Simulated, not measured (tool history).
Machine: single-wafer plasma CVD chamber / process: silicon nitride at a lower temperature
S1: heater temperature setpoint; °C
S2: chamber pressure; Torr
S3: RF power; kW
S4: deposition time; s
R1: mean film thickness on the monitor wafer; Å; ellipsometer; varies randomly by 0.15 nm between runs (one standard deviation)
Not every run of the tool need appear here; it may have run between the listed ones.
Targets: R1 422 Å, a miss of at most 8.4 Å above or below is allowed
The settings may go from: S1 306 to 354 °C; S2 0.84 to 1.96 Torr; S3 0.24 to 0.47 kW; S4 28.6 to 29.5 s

run 1 hour=0 | S1=330 S2=1.4 S3=0.355 S4=28.6 | R1=378.84
run 2 hour=0.6 | S1=321 S2=1.4 S3=0.355 S4=28.6 | R1=380.64
run 3 hour=8.6 | S1=321 S2=1.4 S3=0.355 S4=29.5 | R1=393.15
run 4 hour=13.8 | S1=331 S2=1.4 S3=0.355 S4=29.5 | R1=390.63
run 5 hour=18.5 | S1=331 S2=1.44 S3=0.355 S4=29.5 | R1=397.23
run 6 hour=20.8 | S1=331 S2=1.47 S3=0.355 S4=29.5 | R1=397.63
run 7 hour=24.8 | S1=331 S2=1.5 S3=0.355 S4=29.5 | R1=405.05
run 8 hour=27.5 | S1=331 S2=1.52 S3=0.355 S4=29.5 | R1=404.32
run 9 hour=31.5 | S1=331 S2=1.54 S3=0.355 S4=29.5 | R1=404.6
run 10 hour=37.6 | S1=331 S2=1.72 S3=0.365 S4=29.5 | R1=433.17

Next run, 5 choices. One meets every target within its allowed miss, the rest don't. Which?
run A hour=43.7 | S1=335 S2=1.73 S3=0.355 S4=28.6 | R1=?
run B hour=43.7 | S1=325 S2=1.55 S3=0.36 S4=28.6 | R1=?
run C hour=43.7 | S1=329 S2=1.66 S3=0.35 S4=28.6 | R1=?
run D hour=43.7 | S1=322 S2=1.9 S3=0.355 S4=28.6 | R1=?
run E hour=43.7 | S1=312 S2=1.86 S3=0.315 S4=29.5 | R1=?

move=A R1=409.49
move=B R1=399.83
move=C R1=399.5
move=D R1=424.89
move=E R1=391.89
A: moves the result that the last run missed by most past its target, out the other side
B: moves the result that the last run missed by most past its target, out the other side
C: moves the result that the last run missed by most past its target, out the other side
D: meets every target
E: moves the result that the last run missed by most past its target, out the other side
Correct choice: D, which meets every target
